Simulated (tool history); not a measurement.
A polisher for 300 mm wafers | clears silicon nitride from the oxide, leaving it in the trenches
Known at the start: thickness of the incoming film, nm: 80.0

| run | day | flow of slurry (ml/min) | pressure of the wafer on the pad (psi) | speed of the pad under the wafer (cm/s) | overpolish time after the end point (s) | time until the end point was called (s) |
|---|---|---|---|---|---|---|
| 1 | 0 | 200 | 2.4 | 116 | 32 | 83.111 |
| 2 | 0.054 | 170 | 2.4 | 116 | 32 | 83.147 |
| 3 | 0.188 | 170 | 2.2 | 116 | 32 | 90.538 |
| 4 | 0.338 | 170 | 2.1 | 116 | 32 | 97.505 |
| 5 | 0.583 | 170 | 2.1 | 116 | 32 | 92.216 |
| 6 | 0.75 | 170 | 2.1 | 128 | 32 | 87.72 |
| 7 | 0.9 | 170 | 2 | 128 | 32 | 88.28 |
| 8 | 0.946 | 170 | 1.9 | 128 | 32 | 93.222 |

The next listed run, before its measurement:
| 9 | 0.988 | 170 | 1.8 | 128 | 32 | ? |

{"run 9": {"time until the end point was called (s)": 97.882}}
